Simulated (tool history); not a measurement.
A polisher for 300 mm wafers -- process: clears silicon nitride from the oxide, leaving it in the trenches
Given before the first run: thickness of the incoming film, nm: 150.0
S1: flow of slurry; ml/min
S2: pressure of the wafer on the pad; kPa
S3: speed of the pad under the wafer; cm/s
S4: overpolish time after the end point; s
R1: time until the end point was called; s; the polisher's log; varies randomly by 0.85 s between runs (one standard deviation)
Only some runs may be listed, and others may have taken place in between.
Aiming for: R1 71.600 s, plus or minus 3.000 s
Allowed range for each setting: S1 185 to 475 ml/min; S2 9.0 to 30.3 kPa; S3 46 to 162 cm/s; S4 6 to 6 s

{"run": 1, "hour": 0.0, "S1": 305, "S2": 19.3, "S3": 104, "S4": 6, "R1": 139.92}
{"run": 2, "hour": 3.4, "S1": 305, "S2": 19.3, "S3": 90, "S4": 6, "R1": 162.86}
{"run": 3, "hour": 9.3, "S1": 305, "S2": 19.3, "S3": 90, "S4": 6, "R1": 161.51}
{"run": 4, "hour": 14.3, "S1": 305, "S2": 21.4, "S3": 94, "S4": 6, "R1": 140.47}
{"run": 5, "hour": 15.6, "S1": 305, "S2": 23.4, "S3": 98, "S4": 6, "R1": 120.08}
{"run": 6, "hour": 24.2, "S1": 305, "S2": 24.8, "S3": 102, "S4": 6, "R1": 110.52}
{"run": 7, "hour": 26.7, "S1": 305, "S2": 26.2, "S3": 106, "S4": 6, "R1": 100.88}
{"run": 8, "hour": 34.3, "S1": 305, "S2": 26.9, "S3": 110, "S4": 6, "R1": 95.334}
{"run": 9, "hour": 38.8, "S1": 305, "S2": 27.6, "S3": 114, "S4": 6, "R1": 91.302}
{"run": 10, "hour": 46.4, "S1": 305, "S2": 28.3, "S3": 118, "S4": 6, "R1": 84.028}
{"run": 11, "hour": 50.9, "S1": 305, "S2": 29.0, "S3": 120, "S4": 6, "R1": 81.51}
{"run": 12, "hour": 57.7, "S1": 305, "S2": 29.0, "S3": 122, "S4": 6, "R1": 81.547}
{"run": 13, "hour": 58.3, "S1": 305, "S2": 29.0, "S3": 124, "S4": 6, "R1": 78.938}
{"run": 14, "hour": 60.1, "S1": 305, "S2": 29.6, "S3": 126, "S4": 6, "R1": 74.709}

Pick the move, out of 5, that brings all results within their allowed miss; only one does.
{"run": "A", "hour": 61.9, "S1": 300, "S2": 28.3, "S3": 130, "S4": 6, "R1": "?"}
{"run": "B", "hour": 61.9, "S1": 280, "S2": 30.3, "S3": 118, "S4": 6, "R1": "?"}
{"run": "C", "hour": 61.9, "S1": 360, "S2": 26.2, "S3": 136, "S4": 6, "R1": "?"}
{"run": "D", "hour": 61.9, "S1": 280, "S2": 30.3, "S3": 116, "S4": 6, "R1": "?"}
{"run": "E", "hour": 61.9, "S1": 360, "S2": 24.1, "S3": 160, "S4": 6, "R1": "?"}

move=A R1=76.909
move=B R1=79.363
move=C R1=78.121
move=D R1=80.695
move=E R1=72.207
A: further off than the last run
B: further off than the last run
C: further off than the last run
D: further off than the last run
E: every result lands within tolerance
Correct choice: E, which meets every target
